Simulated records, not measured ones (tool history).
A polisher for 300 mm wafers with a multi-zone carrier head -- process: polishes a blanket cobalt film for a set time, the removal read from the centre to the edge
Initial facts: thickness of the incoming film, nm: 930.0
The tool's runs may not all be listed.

run,day,flow of slurry (ml/min),pressure of the head's centre zone,pressure of the head's middle zone,pressure of the head's edge zone,polishing time (s),film removed at the wafer's centre (Å),film removed at mid-radius (Å),film removed at the wafer's edge (Å)
1,0,210,1,1,1,74,1843.7,1901.1,1881
2,0.296,210,0.96,1,1,74,1794.8,1909.6,1892.3
3,0.604,220,0.99,1.01,1,75,1875.1,1980.1,1907.7
4,0.921,225,1.01,1.01,1.01,76,1917.2,1986.7,1940.7
5,1.2,225,0.93,1.01,1.01,76,1798.4,1974.4,1940.4
6,1.488,225,0.93,1.06,1.01,76,1782.7,2073.2,1988
7,1.542,230,0.96,1.05,1.01,77,1866.1,2081.5,1977.1
8,1.783,230,0.98,1.04,1.01,78,1909,2147.7,2008.7
9,1.808,230,1,1.03,1.01,78,1978.4,2030.4,2003.4

Run 10, settings as shown, results not yet in. Your forecast:
10,2.146,235,1.01,1.04,1,78,?,?,?

{"run 10": {"film removed at the wafer's centre (Å)": 2015.2, "film removed at mid-radius (Å)": 2099.9, "film removed at the wafer's edge (Å)": 2001.1}}

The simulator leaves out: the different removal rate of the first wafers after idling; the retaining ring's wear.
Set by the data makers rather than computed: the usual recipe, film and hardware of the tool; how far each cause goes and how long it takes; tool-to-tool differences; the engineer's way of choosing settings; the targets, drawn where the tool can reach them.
